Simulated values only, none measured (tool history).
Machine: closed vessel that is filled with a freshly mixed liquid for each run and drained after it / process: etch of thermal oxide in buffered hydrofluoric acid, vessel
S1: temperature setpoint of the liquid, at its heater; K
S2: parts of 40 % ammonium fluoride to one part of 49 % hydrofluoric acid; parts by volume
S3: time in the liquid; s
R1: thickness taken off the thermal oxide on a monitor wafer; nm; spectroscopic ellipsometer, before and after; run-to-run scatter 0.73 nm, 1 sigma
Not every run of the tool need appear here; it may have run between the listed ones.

run 1 hour=0 | S1=297.15 S2=8 S3=30 | R1=44.08
run 2 hour=6.7 | S1=297.15 S2=6.5 S3=30 | R1=55.486
run 3 hour=11.9 | S1=298.65 S2=6.5 S3=30 | R1=60.491
run 4 hour=16.7 | S1=299.65 S2=6.5 S3=30 | R1=61.745
run 5 hour=24.2 | S1=299.65 S2=6.5 S3=30 | R1=62.645
run 6 hour=25.9 | S1=300.65 S2=6.5 S3=30 | R1=66.771
run 7 hour=27.9 | S1=301.15 S2=6.5 S3=30 | R1=68.74

What does the tool deliver on the next run?
run 8 hour=32.2 | S1=301.65 S2=6.5 S3=30 | R1=?

R1: 70.313 nm
